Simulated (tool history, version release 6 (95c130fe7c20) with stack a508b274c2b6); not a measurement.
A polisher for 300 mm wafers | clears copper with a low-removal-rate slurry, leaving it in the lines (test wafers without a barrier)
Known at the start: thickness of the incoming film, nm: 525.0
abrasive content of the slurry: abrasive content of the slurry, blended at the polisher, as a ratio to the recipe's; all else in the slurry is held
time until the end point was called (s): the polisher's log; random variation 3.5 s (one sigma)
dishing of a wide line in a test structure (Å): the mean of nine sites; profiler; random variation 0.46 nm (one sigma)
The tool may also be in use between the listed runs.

run  hour  flow of slurry (ml/min)  pressure of the wafer on the pad (kPa)  speed of the pad under the wafer (cm/s)  abrasive content of the slurry  overpolish time after the end point (s)  time until the end point was called (s)  dishing of a wide line in a test structure (Å)
  1   0.0                      135                                    22.8                                      126                             1.0                                       26                                   139.49                                          453.16
  2   2.9                      135                                    22.8                                      138                             1.0                                       26                                   128.15                                          477.29
  3   6.9                      135                                    26.9                                      138                             1.0                                       26                                   107.72                                          519.80
  4   7.7                      135                                    22.1                                      136                             1.0                                       26                                   133.17                                          454.07
  5  14.6                      135                                    20.0                                      136                             1.0                                       26                                   143.72                                          435.39
  6  17.6                      135                                    17.2                                      134                             1.0                                       27                                   170.07                                          404.00

Run 7 comes next. What will it give?
  7  19.8                      135                                    15.9                                      134                             1.0                                       27                                        ?                                               ?

time until the end point was called (s): 184.74
dishing of a wide line in a test structure (Å): 381.02
